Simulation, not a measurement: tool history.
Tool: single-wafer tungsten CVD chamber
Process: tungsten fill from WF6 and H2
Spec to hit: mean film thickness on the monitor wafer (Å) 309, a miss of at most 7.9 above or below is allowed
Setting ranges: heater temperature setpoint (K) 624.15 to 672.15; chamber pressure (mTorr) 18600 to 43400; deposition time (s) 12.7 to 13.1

run,hour,heater temperature setpoint (K),chamber pressure (mTorr),deposition time (s),mean film thickness on the monitor wafer (Å)
1,0,648.15,31000,12.7,230.35
2,1.8,651.15,31100,12.7,248.05
3,4.5,651.15,31100,13.1,256.5
4,11.3,653.15,31200,13.1,270.82
5,15.5,653.15,28700,13.1,258.94
6,17.4,653.15,24900,13.1,245.32
7,24.7,655.15,25000,13.1,255.39
8,31,657.15,25100,13.1,266.14
9,33.8,665.15,25400,13.1,321.54

Pick the move, out of 5, that brings all results within their allowed miss; only one does.
A,36.6,666.15,28300,13.1,?
B,36.6,669.15,24600,13.1,?
C,36.6,664.15,25500,12.9,?
D,36.6,668.15,24300,13.1,?
E,36.6,666.15,26900,12.8,?

move,mean film thickness on the monitor wafer (Å)
A,344.97
B,345.06
C,310.48
D,335.99
E,329.38
A: its largest miss is bigger than the last run's
B: its largest miss is bigger than the last run's
C: every result within its allowed miss
D: its largest miss is bigger than the last run's
E: its largest miss is bigger than the last run's
Go with C: it meets all targets.
